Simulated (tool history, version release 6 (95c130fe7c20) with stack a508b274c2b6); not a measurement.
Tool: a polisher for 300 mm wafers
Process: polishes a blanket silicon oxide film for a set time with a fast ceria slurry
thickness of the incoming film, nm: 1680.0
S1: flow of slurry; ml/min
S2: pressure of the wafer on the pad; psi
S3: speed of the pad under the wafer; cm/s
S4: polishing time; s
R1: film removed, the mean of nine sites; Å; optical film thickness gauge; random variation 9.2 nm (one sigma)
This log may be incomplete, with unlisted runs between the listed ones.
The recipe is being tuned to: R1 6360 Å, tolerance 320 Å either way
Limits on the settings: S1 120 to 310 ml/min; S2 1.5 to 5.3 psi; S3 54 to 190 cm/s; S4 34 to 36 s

{"run": 1, "hour": 0.0, "S1": 200, "S2": 3.4, "S3": 122, "S4": 34, "R1": 8660.2}
{"run": 2, "hour": 1.8, "S1": 200, "S2": 3.2, "S3": 122, "S4": 34, "R1": 8433.2}
{"run": 3, "hour": 10.6, "S1": 200, "S2": 3.2, "S3": 132, "S4": 34, "R1": 8880.4}
{"run": 4, "hour": 16.4, "S1": 200, "S2": 3, "S3": 132, "S4": 34, "R1": 8233.2}
{"run": 5, "hour": 23.7, "S1": 200, "S2": 2.8, "S3": 132, "S4": 34, "R1": 7821.2}
{"run": 6, "hour": 28.3, "S1": 200, "S2": 2.7, "S3": 132, "S4": 34, "R1": 7799.5}
{"run": 7, "hour": 32.1, "S1": 200, "S2": 2.5, "S3": 132, "S4": 34, "R1": 7415.2}
{"run": 8, "hour": 38.2, "S1": 200, "S2": 2.5, "S3": 132, "S4": 34, "R1": 7317.8}

Of the 4 settings listed for the next run, only one would bring every result within its allowed miss of target. Which one?
{"run": "A", "hour": 44.3, "S1": 215, "S2": 2, "S3": 134, "S4": 35, "R1": "?"}
{"run": "B", "hour": 44.3, "S1": 200, "S2": 2.2, "S3": 164, "S4": 36, "R1": "?"}
{"run": "C", "hour": 44.3, "S1": 165, "S2": 2.2, "S3": 162, "S4": 36, "R1": "?"}
{"run": "D", "hour": 44.3, "S1": 145, "S2": 2.7, "S3": 130, "S4": 36, "R1": "?"}

move=A R1=6310.2
move=B R1=8062.9
move=C R1=7738.7
move=D R1=7471.1
A: every result within its allowed miss
B: its largest miss is bigger than the last run's
C: its largest miss is bigger than the last run's
D: its largest miss is bigger than the last run's
So the answer is move A, the one that meets all the targets.
